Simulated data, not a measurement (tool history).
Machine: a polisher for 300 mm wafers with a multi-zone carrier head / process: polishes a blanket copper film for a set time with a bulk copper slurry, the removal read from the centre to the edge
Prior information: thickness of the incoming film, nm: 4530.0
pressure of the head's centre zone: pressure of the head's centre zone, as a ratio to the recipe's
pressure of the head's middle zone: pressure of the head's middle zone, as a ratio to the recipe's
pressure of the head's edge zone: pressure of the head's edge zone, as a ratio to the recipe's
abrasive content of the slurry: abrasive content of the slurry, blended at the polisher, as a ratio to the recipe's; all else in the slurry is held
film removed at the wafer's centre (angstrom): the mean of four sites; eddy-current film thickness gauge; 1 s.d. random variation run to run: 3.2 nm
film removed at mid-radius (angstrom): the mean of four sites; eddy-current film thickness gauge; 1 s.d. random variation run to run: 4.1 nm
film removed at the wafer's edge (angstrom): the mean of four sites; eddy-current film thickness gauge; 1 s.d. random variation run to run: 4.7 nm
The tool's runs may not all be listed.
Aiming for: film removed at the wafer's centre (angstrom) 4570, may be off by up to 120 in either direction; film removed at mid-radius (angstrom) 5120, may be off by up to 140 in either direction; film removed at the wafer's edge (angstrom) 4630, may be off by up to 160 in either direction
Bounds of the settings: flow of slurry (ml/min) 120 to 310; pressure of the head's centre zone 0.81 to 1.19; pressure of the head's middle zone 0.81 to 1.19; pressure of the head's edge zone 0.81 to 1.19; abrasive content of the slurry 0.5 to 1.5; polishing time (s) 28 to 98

run  hour  flow of slurry (ml/min)  pressure of the head's centre zone  pressure of the head's middle zone  pressure of the head's edge zone  abrasive content of the slurry  polishing time (s)  film removed at the wafer's centre (angstrom)  film removed at mid-radius (angstrom)  film removed at the wafer's edge (angstrom)
  1     0                      200                                   1                                   1                                 1                               1                  63                                         3392.2                                 3354.7                                       3433.6
  2   1.3                      200                                1.08                                   1                                 1                               1                  63                                         3696.2                                 3298.1                                       3461.2
  3   6.1                      200                                1.08                                   1                                 1                             1.1                  63                                         3711.4                                   3373                                       3442.8
  4  12.8                      170                                1.08                                   1                                 1                             1.1                  63                                         3634.4                                 3241.4                                       3491.8
  5    21                      180                                1.07                                1.06                              1.04                            1.25                  66                                         3866.8                                 3738.9                                       3752.7
  6  27.4                      180                                1.07                                1.06                              1.04                             1.4                  66                                         4026.6                                 3908.9                                       3853.5
  7  35.4                      195                                1.06                                1.09                              1.08                            1.45                  68                                         4172.6                                 4106.8                                       4052.6
  8    36                      200                                1.04                                1.12                              1.08                            1.45                  71                                         4305.4                                 4437.3                                       4194.9

Which of these 4 next moves meets every target?
  A  36.6                      190                                0.98                                1.15                              1.02                             1.3                  82                                              ?                                      ?                                            ?
  B  36.6                      175                                0.98                                1.09                              1.11                             1.5                  77                                              ?                                      ?                                            ?
  C  36.6                      260                                0.99                                1.03                              1.14                             1.5                  80                                              ?                                      ?                                            ?
  D  36.6                      165                                0.88                                1.19                              1.04                             1.5                  85                                              ?                                      ?                                            ?

move  film removed at the wafer's centre (angstrom)  film removed at mid-radius (angstrom)  film removed at the wafer's edge (angstrom)
   A                                         4551.4                                 5200.5                                       4779.5
   B                                         4329.4                                 4734.1                                       4711.3
   C                                           4852                                 4972.9                                       5168.8
   D                                         4236.3                                 5575.5                                         5037
A: all results in spec
B: an improvement on the last run, though not all results are within tolerance
C: an improvement on the last run, though not all results are within tolerance
D: pushes the last run's worst result past its target
So the answer is move A, the one that meets all the targets.

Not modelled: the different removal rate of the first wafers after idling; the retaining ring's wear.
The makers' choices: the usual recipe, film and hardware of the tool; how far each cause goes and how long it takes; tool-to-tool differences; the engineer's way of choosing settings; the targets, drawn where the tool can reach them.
